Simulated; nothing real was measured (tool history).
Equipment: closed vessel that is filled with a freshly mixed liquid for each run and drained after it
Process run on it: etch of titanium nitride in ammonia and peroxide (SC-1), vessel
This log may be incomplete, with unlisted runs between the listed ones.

run	hour	temperature setpoint of the liquid (K)	parts of water to one part of 30 % peroxide (parts by volume)	parts of 29 % ammonia solution to one part of 30 % peroxide (parts by volume)	time in the liquid (s)	thickness taken off the titanium nitride on a monitor wafer (angstrom)
1	0.0	321.15	8.0	0.55	695	592.31
2	6.9	321.15	8.0	0.55	695	598.33
3	12.2	321.15	8.0	0.65	695	612.04
4	17.5	323.65	8.0	0.65	695	730.30
5	19.5	325.65	8.0	0.65	695	842.48
6	21.3	319.15	8.0	0.65	695	536.28
7	23.2	327.15	8.0	0.65	695	922.62

Expected results for the next run?
8	28.7	328.65	8.0	0.65	695	?

thickness taken off the titanium nitride on a monitor wafer (angstrom): 1028.90
